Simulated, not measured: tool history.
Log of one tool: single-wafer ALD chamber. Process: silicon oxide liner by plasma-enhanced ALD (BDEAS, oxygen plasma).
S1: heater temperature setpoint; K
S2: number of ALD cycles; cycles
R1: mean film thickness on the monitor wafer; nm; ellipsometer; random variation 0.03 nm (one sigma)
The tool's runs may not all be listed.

| run | hour | S1 | S2 | R1 |
|---|---|---|---|---|
| 1 | 0 | 588.15 | 73 | 6.8703 |
| 2 | 8.3 | 588.15 | 76 | 7.1677 |
| 3 | 9.7 | 583.15 | 76 | 7.22 |
| 4 | 12.1 | 583.15 | 78 | 7.3964 |
| 5 | 18.8 | 583.15 | 70 | 6.6356 |
| 6 | 24.4 | 583.15 | 63 | 5.9983 |
| 7 | 32.6 | 583.15 | 68 | 6.4977 |
| 8 | 34.2 | 582.15 | 72 | 6.8332 |
| 9 | 43 | 582.15 | 75 | 7.0918 |
| 10 | 46.9 | 582.15 | 77 | 7.3198 |

Forecast run 11:
| 11 | 55.9 | 582.15 | 79 | ? |

{"run 11": {"R1": 7.4812}}
